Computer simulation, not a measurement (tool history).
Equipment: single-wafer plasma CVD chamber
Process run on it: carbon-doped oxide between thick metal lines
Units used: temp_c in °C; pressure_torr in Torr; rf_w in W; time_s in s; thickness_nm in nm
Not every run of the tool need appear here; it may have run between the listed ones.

Run 1, hour 0.0: temp_c 335 °C, pressure_torr 3.86 Torr, rf_w 475 W, time_s 269 s. Result: thickness_nm 1239.8 nm.
Run 2, hour 7.7: temp_c 335 °C, pressure_torr 3.86 Torr, rf_w 475 W, time_s 269 s. Result: thickness_nm 1240.4 nm.
Run 3, hour 11.6: temp_c 335 °C, pressure_torr 3.86 Torr, rf_w 430 W, time_s 269 s. Result: thickness_nm 1136.5 nm.
Run 4, hour 15.6: temp_c 325 °C, pressure_torr 3.86 Torr, rf_w 430 W, time_s 269 s. Result: thickness_nm 1171.6 nm.
Run 5, hour 18.7: temp_c 325 °C, pressure_torr 3.86 Torr, rf_w 430 W, time_s 277 s. Result: thickness_nm 1218.9 nm.
Run 6, hour 23.7: temp_c 324 °C, pressure_torr 4.02 Torr, rf_w 445 W, time_s 277 s. Result: thickness_nm 1270.0 nm.
Run 7, hour 31.7: temp_c 323 °C, pressure_torr 4.24 Torr, rf_w 450 W, time_s 277 s. Result: thickness_nm 1296.5 nm.
Run 8, hour 36.7: temp_c 323 °C, pressure_torr 4.24 Torr, rf_w 450 W, time_s 277 s. Result: thickness_nm 1275.8 nm.

For run 9, what comes out?
Run 9, hour 44.3: temp_c 322 °C, pressure_torr 4.27 Torr, rf_w 465 W, time_s 277 s. Result: thickness_nm ?.

For run 9 the tool returned thickness_nm 1335.1 nm.
